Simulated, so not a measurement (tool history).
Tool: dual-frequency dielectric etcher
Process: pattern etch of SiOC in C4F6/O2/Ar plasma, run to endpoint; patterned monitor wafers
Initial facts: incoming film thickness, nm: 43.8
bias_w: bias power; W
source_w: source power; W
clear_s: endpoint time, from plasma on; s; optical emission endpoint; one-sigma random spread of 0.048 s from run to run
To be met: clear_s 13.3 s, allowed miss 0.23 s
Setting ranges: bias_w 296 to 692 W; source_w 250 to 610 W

run	hour	bias_w	source_w	clear_s
1	0	494	430	14.992
2	0.7	416	430	16.03
3	3.9	416	370	16.588
4	7.4	500	380	15.36
5	13.8	500	340	15.586
6	20.4	561	340	15.006
7	26.5	603	360	14.499
8	35.3	633	380	13.903
9	39.2	651	380	13.736
10	45.7	664	380	13.635
11	54.1	673	380	13.584
12	59.3	679	380	13.541

4 next moves are on the table. One of them brings every result within its allowed miss. Which?
A	64.5	682	400	?
B	64.5	682	350	?
C	64.5	638	390	?
D	64.5	654	380	?

move	clear_s
A	13.332
B	13.763
C	13.782
D	13.73
A: every result lands within tolerance
B: lands further from the targets than the last run did
C: lands further from the targets than the last run did
D: lands further from the targets than the last run did
The right move is A.
